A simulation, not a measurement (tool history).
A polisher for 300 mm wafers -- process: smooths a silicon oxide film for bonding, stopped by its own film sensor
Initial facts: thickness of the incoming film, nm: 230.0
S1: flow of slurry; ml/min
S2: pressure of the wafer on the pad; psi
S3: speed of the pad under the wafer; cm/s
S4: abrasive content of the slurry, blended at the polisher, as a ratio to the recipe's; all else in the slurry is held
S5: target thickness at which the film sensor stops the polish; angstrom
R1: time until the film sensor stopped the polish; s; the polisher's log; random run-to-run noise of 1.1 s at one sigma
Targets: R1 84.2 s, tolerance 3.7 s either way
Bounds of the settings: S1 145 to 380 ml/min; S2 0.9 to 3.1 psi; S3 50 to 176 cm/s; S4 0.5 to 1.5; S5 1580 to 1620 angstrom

| run | day | S1 | S2 | S3 | S4 | S5 | R1 |
|---|---|---|---|---|---|---|---|
| 1 | 0 | 245 | 2 | 112 | 1 | 1620 | 106.27 |
| 2 | 0.121 | 245 | 2.1 | 112 | 1 | 1620 | 103.27 |
| 3 | 0.338 | 245 | 2.2 | 112 | 1 | 1620 | 97.647 |
| 4 | 0.704 | 270 | 2.2 | 112 | 1 | 1620 | 96.594 |
| 5 | 0.925 | 270 | 2.2 | 112 | 1.1 | 1620 | 90.56 |
| 6 | 1.192 | 270 | 2.2 | 92 | 1.1 | 1620 | 105.39 |
| 7 | 1.438 | 270 | 2.3 | 92 | 1.1 | 1620 | 102.18 |
| 8 | 1.796 | 270 | 2.4 | 92 | 1.1 | 1620 | 97.656 |
| 9 | 1.983 | 275 | 2.6 | 92 | 1.1 | 1620 | 91.228 |

5 next moves are on the table. One of them brings every result within its allowed miss. Which?
| A | 2.171 | 305 | 2.1 | 96 | 1.3 | 1620 | ? |
| B | 2.171 | 255 | 2.2 | 102 | 1.3 | 1580 | ? |
| C | 2.171 | 380 | 2.3 | 84 | 1.4 | 1620 | ? |
| D | 2.171 | 300 | 2.5 | 104 | 0.95 | 1620 | ? |
| E | 2.171 | 265 | 2.6 | 104 | 1.15 | 1600 | ? |

| move | R1 |
|---|---|
| A | 98.423 |
| B | 96.603 |
| C | 95.157 |
| D | 93.617 |
| E | 83.367 |
A: lands further from the targets than the last run did
B: lands further from the targets than the last run did
C: lands further from the targets than the last run did
D: lands further from the targets than the last run did
E: in spec on every target
So the answer is move E, the one that meets all the targets.
